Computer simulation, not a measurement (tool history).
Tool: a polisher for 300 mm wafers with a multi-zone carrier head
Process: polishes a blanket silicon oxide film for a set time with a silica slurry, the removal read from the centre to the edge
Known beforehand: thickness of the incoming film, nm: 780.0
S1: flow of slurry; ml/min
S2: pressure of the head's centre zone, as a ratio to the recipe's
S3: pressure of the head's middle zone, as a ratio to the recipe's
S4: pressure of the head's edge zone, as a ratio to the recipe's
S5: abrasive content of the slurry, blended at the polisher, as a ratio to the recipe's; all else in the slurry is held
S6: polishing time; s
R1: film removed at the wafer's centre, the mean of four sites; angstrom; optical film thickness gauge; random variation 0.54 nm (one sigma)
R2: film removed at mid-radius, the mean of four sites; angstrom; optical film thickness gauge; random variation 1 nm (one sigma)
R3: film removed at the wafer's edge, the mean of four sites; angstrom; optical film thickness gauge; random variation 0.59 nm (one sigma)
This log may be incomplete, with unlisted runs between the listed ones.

| run | hour | S1 | S2 | S3 | S4 | S5 | S6 | R1 | R2 | R3 |
|---|---|---|---|---|---|---|---|---|---|---|
| 1 | 0 | 300 | 1 | 1 | 1 | 1 | 42 | 921.45 | 914.51 | 944.18 |
| 2 | 7.9 | 350 | 1 | 1 | 1 | 1 | 42 | 919.5 | 911.89 | 947.1 |
| 3 | 16.1 | 350 | 1 | 1 | 1 | 1.1 | 42 | 959.26 | 951.42 | 964.71 |
| 4 | 19.9 | 355 | 1.01 | 1.03 | 0.96 | 1 | 41 | 908.11 | 907.89 | 896.22 |
| 5 | 28 | 355 | 0.94 | 1.03 | 0.96 | 1 | 41 | 856.28 | 901.76 | 906.79 |
| 6 | 29.8 | 355 | 0.94 | 1.03 | 0.96 | 1.1 | 41 | 891.84 | 930.19 | 939.92 |

Run 7 has not been measured yet. What should we expect?
| 7 | 32.3 | 360 | 0.96 | 1.05 | 0.93 | 1 | 41 | ? | ? | ? |

Logged for run 7: R1 874.57 angstrom, R2 936.01 angstrom, R3 882.51 angstrom.

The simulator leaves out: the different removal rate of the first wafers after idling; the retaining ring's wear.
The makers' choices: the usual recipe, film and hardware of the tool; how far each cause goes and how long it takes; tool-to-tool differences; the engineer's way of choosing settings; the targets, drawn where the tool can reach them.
